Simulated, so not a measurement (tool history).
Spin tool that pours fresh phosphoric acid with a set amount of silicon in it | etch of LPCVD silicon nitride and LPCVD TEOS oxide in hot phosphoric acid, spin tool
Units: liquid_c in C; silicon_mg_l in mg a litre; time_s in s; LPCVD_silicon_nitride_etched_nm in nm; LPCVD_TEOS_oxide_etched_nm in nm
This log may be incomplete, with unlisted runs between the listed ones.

| run | hour | liquid_c | silicon_mg_l | time_s | LPCVD_silicon_nitride_etched_nm | LPCVD_TEOS_oxide_etched_nm |
|---|---|---|---|---|---|---|
| 1 | 0.0 | 163.0 | 13.5 | 145 | 11.0650 | 0.23132 |
| 2 | 6.7 | 164.0 | 12.0 | 160 | 12.5530 | 0.31201 |
| 3 | 9.1 | 164.0 | 17.5 | 160 | 12.5460 | 0.26418 |
| 4 | 16.2 | 164.0 | 24.0 | 160 | 12.5510 | 0.25091 |
| 5 | 20.3 | 162.0 | 24.0 | 160 | 11.7690 | 0.17741 |
| 6 | 25.9 | 162.0 | 24.0 | 110 | 8.0328 | 0.13290 |
| 7 | 33.4 | 163.5 | 22.5 | 135 | 10.3810 | 0.18405 |

Predict the results of run 8:
| 8 | 37.8 | 166.0 | 13.5 | 195 | ? | ? |

LPCVD_silicon_nitride_etched_nm: 16.4540 nm
LPCVD_TEOS_oxide_etched_nm: 0.43335 nm
